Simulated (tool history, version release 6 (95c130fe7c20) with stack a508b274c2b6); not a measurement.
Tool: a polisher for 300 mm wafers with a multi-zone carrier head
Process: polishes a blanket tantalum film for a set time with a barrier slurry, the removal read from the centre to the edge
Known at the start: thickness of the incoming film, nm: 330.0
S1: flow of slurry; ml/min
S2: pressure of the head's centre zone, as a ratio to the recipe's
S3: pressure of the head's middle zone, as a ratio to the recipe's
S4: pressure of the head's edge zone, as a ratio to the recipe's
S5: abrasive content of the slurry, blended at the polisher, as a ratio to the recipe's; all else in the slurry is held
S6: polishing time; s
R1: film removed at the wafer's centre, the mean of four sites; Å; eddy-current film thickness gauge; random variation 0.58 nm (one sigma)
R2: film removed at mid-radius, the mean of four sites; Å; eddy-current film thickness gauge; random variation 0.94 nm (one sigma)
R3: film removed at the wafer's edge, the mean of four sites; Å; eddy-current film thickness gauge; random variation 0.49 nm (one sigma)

run 1 day=0.000 | S1=215 S2=1.00 S3=1.00 S4=1.00 S5=1.0 S6=35 | R1=619.28 R2=540.38 R3=550.92
run 2 day=0.267 | S1=225 S2=1.01 S3=1.02 S4=1.00 S5=1.0 S6=35 | R1=632.86 R2=573.69 R3=563.42
run 3 day=0.392 | S1=235 S2=1.02 S3=1.02 S4=1.00 S5=1.0 S6=35 | R1=628.56 R2=582.08 R3=561.98
run 4 day=0.633 | S1=190 S2=1.02 S3=1.02 S4=1.00 S5=1.0 S6=35 | R1=615.04 R2=552.86 R3=552.04
run 5 day=0.988 | S1=190 S2=1.02 S3=1.02 S4=0.95 S5=1.0 S6=35 | R1=614.05 R2=570.66 R3=539.78
run 6 day=1.358 | S1=190 S2=1.02 S3=1.02 S4=0.95 S5=1.0 S6=41 | R1=713.74 R2=655.48 R3=627.89

The next listed run, before its measurement:
run 7 day=1.704 | S1=185 S2=1.02 S3=1.02 S4=0.94 S5=1.0 S6=41 | R1=? R2=? R3=?

Run 7 gave R1 716.96 Å, R2 644.50 Å, R3 634.77 Å.

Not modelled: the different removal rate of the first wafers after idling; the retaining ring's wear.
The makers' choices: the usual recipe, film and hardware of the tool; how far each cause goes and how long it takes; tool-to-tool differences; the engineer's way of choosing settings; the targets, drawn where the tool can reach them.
